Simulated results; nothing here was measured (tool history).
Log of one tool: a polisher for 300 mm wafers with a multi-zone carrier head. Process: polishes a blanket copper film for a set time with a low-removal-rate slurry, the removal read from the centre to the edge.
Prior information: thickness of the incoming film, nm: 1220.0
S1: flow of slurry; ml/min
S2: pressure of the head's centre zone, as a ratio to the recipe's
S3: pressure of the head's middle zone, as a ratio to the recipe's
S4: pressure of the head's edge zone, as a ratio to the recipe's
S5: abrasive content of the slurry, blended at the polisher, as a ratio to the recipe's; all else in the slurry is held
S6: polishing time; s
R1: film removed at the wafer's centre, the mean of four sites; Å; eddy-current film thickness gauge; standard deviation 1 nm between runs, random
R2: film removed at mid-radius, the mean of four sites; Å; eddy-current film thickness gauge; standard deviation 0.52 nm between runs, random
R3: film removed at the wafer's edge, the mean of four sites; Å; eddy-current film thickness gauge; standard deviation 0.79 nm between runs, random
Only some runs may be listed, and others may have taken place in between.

run 1 hour=0.0 | S1=235 S2=1.00 S3=1.00 S4=1.00 S5=1.00 S6=68 | R1=1344.50 R2=1331.20 R3=1321.30
run 2 hour=7.1 | S1=230 S2=0.98 S3=0.99 S4=0.96 S5=0.85 S6=61 | R1=1161.70 R2=1153.10 R3=1135.80
run 3 hour=12.4 | S1=230 S2=0.98 S3=0.99 S4=0.96 S5=0.85 S6=71 | R1=1311.90 R2=1340.60 R3=1314.80
run 4 hour=16.9 | S1=225 S2=0.96 S3=0.98 S4=0.93 S5=0.75 S6=63 | R1=1134.80 R2=1168.60 R3=1112.10
run 5 hour=22.6 | S1=225 S2=0.96 S3=0.98 S4=0.93 S5=0.90 S6=63 | R1=1134.40 R2=1199.70 R3=1185.70
run 6 hour=26.3 | S1=225 S2=1.03 S3=0.98 S4=0.93 S5=0.90 S6=63 | R1=1198.50 R2=1192.00 R3=1167.10
run 7 hour=27.9 | S1=215 S2=1.01 S3=0.97 S4=0.91 S5=0.80 S6=57 | R1=1062.70 R2=1055.70 R3=1017.00
run 8 hour=31.9 | S1=205 S2=0.98 S3=0.95 S4=0.89 S5=0.75 S6=54 | R1=953.02 R2=950.54 R3=947.58
run 9 hour=32.7 | S1=205 S2=0.98 S3=0.95 S4=0.89 S5=0.75 S6=54 | R1=965.74 R2=961.12 R3=931.53
run 10 hour=39.7 | S1=195 S2=0.95 S3=0.94 S4=0.87 S5=0.70 S6=52 | R1=874.18 R2=892.14 R3=878.92
run 11 hour=43.4 | S1=215 S2=0.94 S3=0.96 S4=0.81 S5=0.50 S6=43 | R1=692.30 R2=720.47 R3=664.31
run 12 hour=49.1 | S1=215 S2=0.94 S3=0.97 S4=0.84 S5=0.50 S6=43 | R1=688.99 R2=726.80 R3=670.14
run 13 hour=56.3 | S1=215 S2=0.94 S3=0.98 S4=0.87 S5=0.50 S6=43 | R1=678.81 R2=735.48 R3=698.36
run 14 hour=62.7 | S1=220 S2=0.95 S3=0.99 S4=0.88 S5=0.50 S6=43 | R1=707.62 R2=738.41 R3=700.24
run 15 hour=69.3 | S1=220 S2=0.95 S3=1.00 S4=0.89 S5=0.50 S6=43 | R1=683.26 R2=747.32 R3=704.74
run 16 hour=75.8 | S1=225 S2=0.96 S3=1.00 S4=0.90 S5=0.50 S6=43 | R1=700.16 R2=744.99 R3=719.05

The next listed run, before its measurement:
run 17 hour=83.1 | S1=230 S2=0.97 S3=1.01 S4=0.90 S5=0.50 S6=43 | R1=? R2=? R3=?

{"run 17": {"R1": 703.29, "R2": 761.54, "R3": 707.3}}
